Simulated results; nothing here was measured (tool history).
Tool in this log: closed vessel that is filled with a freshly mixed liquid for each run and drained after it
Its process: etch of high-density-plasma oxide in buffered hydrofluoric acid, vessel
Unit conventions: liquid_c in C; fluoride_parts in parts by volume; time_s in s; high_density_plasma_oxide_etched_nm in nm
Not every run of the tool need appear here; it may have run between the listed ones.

run	hour	liquid_c	fluoride_parts	time_s	high_density_plasma_oxide_etched_nm
1	0.0	22.0	23.5	125	88.505
2	4.7	20.5	23.5	125	82.589
3	12.7	17.5	23.5	125	69.173
4	21.3	19.0	23.5	125	76.770
5	29.3	19.0	19.0	125	88.084
6	38.0	22.5	19.0	125	106.010
7	39.0	23.0	19.0	125	109.750
8	44.7	23.5	19.0	125	113.450

Expected results for the next run?
9	52.0	24.0	19.0	125	?

Run 9 produced high_density_plasma_oxide_etched_nm 117.590 nm.
